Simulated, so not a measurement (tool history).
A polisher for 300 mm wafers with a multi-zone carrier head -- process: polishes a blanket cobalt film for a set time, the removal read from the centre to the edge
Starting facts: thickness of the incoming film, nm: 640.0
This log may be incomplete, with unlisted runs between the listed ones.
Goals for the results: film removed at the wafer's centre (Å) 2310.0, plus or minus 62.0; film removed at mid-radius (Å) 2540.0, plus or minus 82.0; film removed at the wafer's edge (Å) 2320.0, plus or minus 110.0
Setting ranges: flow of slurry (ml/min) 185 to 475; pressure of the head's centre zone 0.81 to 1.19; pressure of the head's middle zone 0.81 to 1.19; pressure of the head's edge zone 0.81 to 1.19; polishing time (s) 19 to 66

run  hour  flow of slurry (ml/min)  pressure of the head's centre zone  pressure of the head's middle zone  pressure of the head's edge zone  polishing time (s)  film removed at the wafer's centre (Å)  film removed at mid-radius (Å)  film removed at the wafer's edge (Å)
  1   0.0                      305                                1.00                                1.00                              1.00                  42                                  1896.9                          1854.5                                1843.3
  2   1.4                      310                                1.01                                1.04                              1.03                  43                                  1961.0                          1922.6                                1892.8
  3   9.7                      310                                0.97                                1.04                              1.03                  43                                  1883.9                          1978.9                                1881.7
  4  17.6                      315                                0.97                                1.06                              1.05                  45                                  2006.4                          2083.8                                2039.2
  5  26.1                      325                                0.97                                1.09                              1.05                  46                                  2039.6                          2170.9                                2094.6
  6  33.0                      325                                0.97                                1.14                              1.05                  46                                  2043.1                          2274.2                                2094.8
  7  34.6                      330                                0.98                                1.15                              1.05                  47                                  2108.7                          2387.3                                2131.2
  8  37.2                      335                                0.99                                1.16                              1.07                  47                                  2134.2                          2337.8                                2132.2
  9  39.5                      335                                0.99                                1.16                              1.07                  48                                  2167.3                          2403.3                                2195.7
 10  40.8                      335                                0.99                                1.17                              1.07                  48                                  2148.8                          2445.4                                2229.5
 11  47.9                      340                                1.00                                1.17                              1.07                  48                                  2203.8                          2434.9                                2166.1
 12  51.4                      340                                1.00                                1.17                              1.08                  48                                  2201.4                          2412.5                                2200.9

5 next moves are on the table. One of them brings every result within its allowed miss. Which?
  A  54.9                      340                                1.03                                1.16                              1.06                  51                                       ?                               ?                                     ?
  B  54.9                      345                                1.03                                1.19                              0.99                  49                                       ?                               ?                                     ?
  C  54.9                      350                                0.94                                1.16                              1.19                  50                                       ?                               ?                                     ?
  D  54.9                      335                                1.03                                1.19                              1.00                  53                                       ?                               ?                                     ?
  E  54.9                      310                                1.01                                1.17                              1.08                  51                                       ?                               ?                                     ?

move  film removed at the wafer's centre (Å)  film removed at mid-radius (Å)  film removed at the wafer's edge (Å)
   A                                  2388.9                          2589.2                                2304.9
   B                                  2299.1                          2546.8                                2143.2
   C                                  2142.1                          2545.8                                2402.2
   D                                  2479.4                          2747.2                                2324.6
   E                                  2319.2                          2585.4                                2310.4
A: takes the result that was furthest off past its target
B: the worst result of the last run now meets its target, but another is out of spec
C: the biggest miss grows against the last run
D: takes the result that was furthest off past its target
E: meets every target
Move E is the one to make.
